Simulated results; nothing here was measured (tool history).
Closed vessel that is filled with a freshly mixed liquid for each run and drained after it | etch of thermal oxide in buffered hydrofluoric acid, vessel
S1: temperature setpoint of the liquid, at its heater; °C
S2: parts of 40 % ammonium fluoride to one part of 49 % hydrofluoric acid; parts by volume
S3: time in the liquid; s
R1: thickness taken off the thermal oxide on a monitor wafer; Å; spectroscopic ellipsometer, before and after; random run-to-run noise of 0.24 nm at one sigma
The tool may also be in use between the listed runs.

run 1 hour=0 | S1=25 S2=24 S3=30 | R1=175.26
run 2 hour=5.7 | S1=25 S2=17.5 S3=30 | R1=228.24
run 3 hour=10.2 | S1=25 S2=17.5 S3=30 | R1=222.57
run 4 hour=16.7 | S1=25 S2=17.5 S3=30 | R1=225.24
run 5 hour=24 | S1=25 S2=17.5 S3=30 | R1=222.62
run 6 hour=29.1 | S1=26 S2=17 S3=30 | R1=244.76
run 7 hour=38 | S1=26.5 S2=17 S3=30 | R1=252.54
run 8 hour=41.4 | S1=27 S2=17 S3=30 | R1=260.98
run 9 hour=45.8 | S1=27.5 S2=17 S3=30 | R1=267.67
run 10 hour=47.9 | S1=28 S2=17 S3=30 | R1=276.48
run 11 hour=56.1 | S1=28.5 S2=17 S3=30 | R1=278.92
run 12 hour=63.2 | S1=32 S2=14.5 S3=30 | R1=392.47

Run 13 is up next; what results do you expect?
run 13 hour=63.9 | S1=31 S2=14.5 S3=30 | R1=?

{"run 13": {"R1": 374.99}}
